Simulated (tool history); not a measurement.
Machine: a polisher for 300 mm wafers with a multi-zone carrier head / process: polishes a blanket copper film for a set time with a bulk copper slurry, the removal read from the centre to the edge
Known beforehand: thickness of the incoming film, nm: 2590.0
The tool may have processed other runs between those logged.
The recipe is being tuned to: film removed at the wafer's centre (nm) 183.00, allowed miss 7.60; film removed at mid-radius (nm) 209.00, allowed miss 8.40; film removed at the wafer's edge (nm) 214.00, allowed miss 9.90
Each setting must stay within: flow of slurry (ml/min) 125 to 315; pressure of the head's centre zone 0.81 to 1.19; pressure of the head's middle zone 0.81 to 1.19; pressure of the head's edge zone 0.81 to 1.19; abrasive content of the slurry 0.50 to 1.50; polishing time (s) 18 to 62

run  hour  flow of slurry (ml/min)  pressure of the head's centre zone  pressure of the head's middle zone  pressure of the head's edge zone  abrasive content of the slurry  polishing time (s)  film removed at the wafer's centre (nm)  film removed at mid-radius (nm)  film removed at the wafer's edge (nm)
  1   0.0                      205                                1.00                                1.00                              1.00                            1.00                  40                                   339.53                           347.27                                 359.16
  2   0.9                      200                                0.97                                0.99                              0.98                            0.90                  37                                   309.08                           313.92                                 314.83
  3   5.6                      195                                0.94                                0.99                              1.01                            0.85                  34                                   268.19                           279.76                                 288.23
  4  11.4                      195                                0.94                                0.99                              0.94                            0.85                  34                                   271.69                           281.52                                 282.71
  5  15.0                      195                                0.94                                1.05                              0.94                            0.85                  34                                   270.06                           293.95                                 283.86
  6  17.8                      195                                0.94                                1.13                              0.94                            0.85                  34                                   271.23                           316.14                                 274.24
  7  26.0                      190                                0.91                                1.10                              0.95                            0.80                  32                                   237.18                           276.29                                 260.49
  8  34.6                      185                                0.86                                1.03                              0.85                            0.55                  27                                   178.71                           208.52                                 188.16
  9  39.0                      185                                0.86                                1.02                              0.88                            0.55                  27                                   176.92                           209.40                                 196.13
 10  44.8                      185                                0.86                                1.01                              0.90                            0.55                  27                                   176.86                           207.00                                 201.15
 11  50.5                      190                                0.86                                1.01                              0.91                            0.55                  27                                   175.40                           205.90                                 200.98
 12  58.0                      190                                0.86                                1.01                              0.91                            0.55                  27                                   177.43                           207.45                                 199.24

Below are 4 possible settings for the next run. Only one of them brings all results inside the allowed miss of their targets. Which is it?
  A  65.5                      220                                0.84                                1.04                              0.85                            0.55                  26                                        ?                                ?                                      ?
  B  65.5                      230                                0.88                                1.03                              1.04                            0.50                  27                                        ?                                ?                                      ?
  C  65.5                      240                                0.85                                1.14                              0.83                            0.50                  24                                        ?                                ?                                      ?
  D  65.5                      190                                0.91                                1.14                              0.81                            0.50                  26                                        ?                                ?                                      ?

move  film removed at the wafer's centre (nm)  film removed at mid-radius (nm)  film removed at the wafer's edge (nm)
   A                                   172.77                           210.51                                 190.18
   B                                   185.14                           213.97                                 212.29
   C                                   160.39                           208.66                                 171.89
   D                                   178.50                           218.55                                 179.87
A: moves away from the targets compared with the last run
B: meets every target
C: moves away from the targets compared with the last run
D: moves away from the targets compared with the last run
So the answer is move B, the one that meets all the targets.

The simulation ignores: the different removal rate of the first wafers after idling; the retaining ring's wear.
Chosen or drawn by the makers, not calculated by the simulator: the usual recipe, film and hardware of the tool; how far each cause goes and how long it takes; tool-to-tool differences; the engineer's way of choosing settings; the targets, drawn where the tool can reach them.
